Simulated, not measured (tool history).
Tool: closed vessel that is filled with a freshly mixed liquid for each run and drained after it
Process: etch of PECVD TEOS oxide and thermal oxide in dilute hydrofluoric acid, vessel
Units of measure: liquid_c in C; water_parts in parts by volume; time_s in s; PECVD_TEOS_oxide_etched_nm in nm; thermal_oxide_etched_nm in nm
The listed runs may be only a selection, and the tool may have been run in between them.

run	hour	liquid_c	water_parts	time_s	PECVD_TEOS_oxide_etched_nm	thermal_oxide_etched_nm
1	0	26	275	180	9.3265	2.6255
2	2.6	23.5	275	180	8.4905	2.3656
3	10.5	23.5	275	210	9.869	2.8002
4	18.4	25	275	210	10.537	2.947
5	24	24	305	210	8.884	2.5046
# hour 31.5: thermometer replaced
6	31.5	26	305	210	10.19	2.8094
7	40.3	25	330	210	8.8661	2.4494
8	45.4	24	350	205	7.6839	2.1438
9	49	23.5	370	200	6.8609	1.9221

Expected results for the next run?
10	53.3	19.5	480	160	?	?

Run 10 produced PECVD_TEOS_oxide_etched_nm 3.3927 nm, thermal_oxide_etched_nm 0.96015 nm.
